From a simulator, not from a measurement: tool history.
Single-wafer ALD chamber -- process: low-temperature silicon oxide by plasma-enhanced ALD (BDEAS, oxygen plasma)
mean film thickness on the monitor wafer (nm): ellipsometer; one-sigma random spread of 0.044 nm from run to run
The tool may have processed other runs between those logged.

run	hour	heater temperature setpoint (°C)	number of ALD cycles (cycles)	mean film thickness on the monitor wafer (nm)
1	0	95	65	9.0592
2	6	95	58	8.086
3	7.8	90	62	8.7376
4	11.6	98	62	8.5358
5	15.3	98	54	7.3919
6	17.8	92	59	8.3305
7	23.1	87	62	8.8075
8	28	84	65	9.3846
9	31.8	81	67	9.7707

Run 10, settings as shown, results not yet in. Your forecast:
10	35.5	79	68	?

Run 10 measured mean film thickness on the monitor wafer (nm) 10.075.

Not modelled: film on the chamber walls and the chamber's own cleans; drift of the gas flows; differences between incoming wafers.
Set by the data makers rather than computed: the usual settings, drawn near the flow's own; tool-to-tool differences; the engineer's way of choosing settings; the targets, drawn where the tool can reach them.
